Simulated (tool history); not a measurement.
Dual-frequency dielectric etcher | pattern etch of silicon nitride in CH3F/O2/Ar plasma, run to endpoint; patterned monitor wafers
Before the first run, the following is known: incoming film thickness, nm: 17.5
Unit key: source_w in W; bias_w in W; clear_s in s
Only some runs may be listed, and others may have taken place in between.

run  hour  source_w  bias_w  clear_s
  1     0       290      97   26.375
  2   5.5       250      97   27.618
  3   6.2       250      80   29.331
  4  10.9       200      80   31.237
  5  15.1       240      80   29.882
  6  23.9       240      65   31.764
  7  28.5       240      65   31.578
  8  33.6       300      84   27.504
  9  41.2       330      89   26.338

Predict the results of run 10:
 10  48.8       350      93        ?

For run 10 the tool returned clear_s 25.517 s.
